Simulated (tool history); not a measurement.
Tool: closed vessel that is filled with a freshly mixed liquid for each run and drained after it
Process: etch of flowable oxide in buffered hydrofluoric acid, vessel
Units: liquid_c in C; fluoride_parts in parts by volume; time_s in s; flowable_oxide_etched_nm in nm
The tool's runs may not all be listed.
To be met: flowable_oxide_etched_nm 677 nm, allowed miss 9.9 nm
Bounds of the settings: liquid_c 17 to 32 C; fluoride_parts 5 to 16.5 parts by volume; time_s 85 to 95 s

run  hour  liquid_c  fluoride_parts  time_s  flowable_oxide_etched_nm
  1     0        24              10      85                    434.77
  2   3.3        21              10      85                    372.11
  3  12.3      17.5              10      85                    304.63
  4  19.2      17.5               9      85                    325.89
  5    21        19               9      85                    354.95
  6  23.7        22               9      85                    420.32
  7  30.2      24.5               9      85                     481.1
  8  38.8        26               9      85                    524.99
  9  39.7      27.5               9      85                    565.66
 10  41.2      28.5               9      85                    592.58
 11  46.5      28.5               9      85                    591.05
 12  54.5      31.5               9      85                    700.48

Which of these 4 next moves meets every target?
  A  62.5        32               9      85                         ?
  B  62.5      28.5             7.5      85                         ?
  C  62.5        31            10.5      95                         ?
  D  62.5      28.5             8.5      95                         ?

move  flowable_oxide_etched_nm
   A                    714.26
   B                    724.49
   C                     676.6
   D                    707.21
A: further off than the last run
B: further off than the last run
C: meets every target
D: further off than the last run
Answer: C

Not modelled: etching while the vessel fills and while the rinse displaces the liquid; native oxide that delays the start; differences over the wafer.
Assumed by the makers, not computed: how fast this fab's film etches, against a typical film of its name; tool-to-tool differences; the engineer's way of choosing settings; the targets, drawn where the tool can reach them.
